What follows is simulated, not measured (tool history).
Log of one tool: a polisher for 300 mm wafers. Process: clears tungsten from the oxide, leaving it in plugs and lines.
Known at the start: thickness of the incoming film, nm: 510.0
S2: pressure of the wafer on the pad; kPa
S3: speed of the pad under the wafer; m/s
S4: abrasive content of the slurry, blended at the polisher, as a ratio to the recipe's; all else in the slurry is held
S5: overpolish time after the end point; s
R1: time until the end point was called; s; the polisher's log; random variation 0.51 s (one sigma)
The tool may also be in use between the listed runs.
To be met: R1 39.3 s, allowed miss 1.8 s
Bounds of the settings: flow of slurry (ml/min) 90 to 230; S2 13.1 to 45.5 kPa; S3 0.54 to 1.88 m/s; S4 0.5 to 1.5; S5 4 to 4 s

run 1 hour=0 | flow_of_slurry_(ml/min)=150 S2=29 S3=1.2 S4=1 S5=4 | R1=66.978
run 2 hour=7.1 | flow_of_slurry_(ml/min)=150 S2=31 S3=1.2 S4=1 S5=4 | R1=61.717
run 3 hour=13.6 | flow_of_slurry_(ml/min)=150 S2=31 S3=1.46 S4=1 S5=4 | R1=51.676
run 4 hour=20.7 | flow_of_slurry_(ml/min)=150 S2=31 S3=1.3 S4=1 S5=4 | R1=56.674
run 5 hour=27.5 | flow_of_slurry_(ml/min)=150 S2=32.4 S3=1.3 S4=1 S5=4 | R1=54.154
run 6 hour=33 | flow_of_slurry_(ml/min)=135 S2=32.4 S3=1.3 S4=1 S5=4 | R1=57.314
run 7 hour=36.2 | flow_of_slurry_(ml/min)=145 S2=33.1 S3=1.3 S4=1 S5=4 | R1=56.063
run 8 hour=44.8 | flow_of_slurry_(ml/min)=150 S2=34.5 S3=1.3 S4=1 S5=4 | R1=51.649

5 next moves are on the table. One of them brings every result within its allowed miss. Which?
run A hour=53.4 | flow_of_slurry_(ml/min)=130 S2=30.3 S3=0.98 S4=1.2 S5=4 | R1=?
run B hour=53.4 | flow_of_slurry_(ml/min)=150 S2=27.6 S3=1.28 S4=1.1 S5=4 | R1=?
run C hour=53.4 | flow_of_slurry_(ml/min)=165 S2=37.9 S3=1.34 S4=1.3 S5=4 | R1=?
run D hour=53.4 | flow_of_slurry_(ml/min)=150 S2=35.2 S3=1.7 S4=1.25 S5=4 | R1=?
run E hour=53.4 | flow_of_slurry_(ml/min)=175 S2=40 S3=1.36 S4=0.9 S5=4 | R1=?

move=A R1=75.947
move=B R1=62.645
move=C R1=44.197
move=D R1=38.155
move=E R1=44.029
A: further off than the last run
B: further off than the last run
C: nearer than the last run, and not there yet
D: meets every target
E: nearer than the last run, and not there yet
Answer: D
